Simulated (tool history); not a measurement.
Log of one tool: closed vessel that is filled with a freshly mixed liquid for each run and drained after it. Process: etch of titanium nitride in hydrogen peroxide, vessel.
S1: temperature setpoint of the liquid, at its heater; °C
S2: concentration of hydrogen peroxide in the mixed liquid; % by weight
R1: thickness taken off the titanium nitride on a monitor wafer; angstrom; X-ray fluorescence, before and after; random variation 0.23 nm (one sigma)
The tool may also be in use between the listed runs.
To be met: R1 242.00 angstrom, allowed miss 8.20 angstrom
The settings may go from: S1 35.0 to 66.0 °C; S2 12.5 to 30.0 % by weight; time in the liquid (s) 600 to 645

{"run": 1, "hour": 0.0, "S1": 51.0, "S2": 24.5, "time in the liquid (s)": 600, "R1": 567.06}
{"run": 2, "hour": 4.7, "S1": 51.0, "S2": 24.5, "time in the liquid (s)": 645, "R1": 615.47}
{"run": 3, "hour": 6.4, "S1": 51.0, "S2": 28.0, "time in the liquid (s)": 645, "R1": 632.08}
{"run": 4, "hour": 12.5, "S1": 54.5, "S2": 28.0, "time in the liquid (s)": 645, "R1": 824.87}
{"run": 5, "hour": 21.6, "S1": 54.5, "S2": 28.0, "time in the liquid (s)": 600, "R1": 750.43}
{"run": 6, "hour": 28.3, "S1": 54.5, "S2": 28.0, "time in the liquid (s)": 645, "R1": 815.61}
{"run": 7, "hour": 37.0, "S1": 49.5, "S2": 28.0, "time in the liquid (s)": 645, "R1": 563.47}
{"run": 8, "hour": 44.1, "S1": 46.0, "S2": 28.0, "time in the liquid (s)": 645, "R1": 442.53}
{"run": 9, "hour": 51.7, "S1": 46.0, "S2": 28.0, "time in the liquid (s)": 645, "R1": 437.72}

5 next moves are on the table. One of them brings every result within its allowed miss. Which?
{"run": "A", "hour": 59.3, "S1": 40.0, "S2": 26.5, "time in the liquid (s)": 600, "R1": "?"}
{"run": "B", "hour": 59.3, "S1": 38.5, "S2": 24.0, "time in the liquid (s)": 615, "R1": "?"}
{"run": "C", "hour": 59.3, "S1": 39.0, "S2": 29.0, "time in the liquid (s)": 600, "R1": "?"}
{"run": "D", "hour": 59.3, "S1": 38.0, "S2": 30.0, "time in the liquid (s)": 600, "R1": "?"}
{"run": "E", "hour": 59.3, "S1": 59.0, "S2": 23.0, "time in the liquid (s)": 645, "R1": "?"}

move=A R1=259.03
move=B R1=231.38
move=C R1=244.60
move=D R1=228.03
move=E R1=1070.90
A: nearer than the last run, and not there yet
B: takes the result that was furthest off past its target
C: meets every target
D: takes the result that was furthest off past its target
E: further off than the last run
Move C is the one to make.
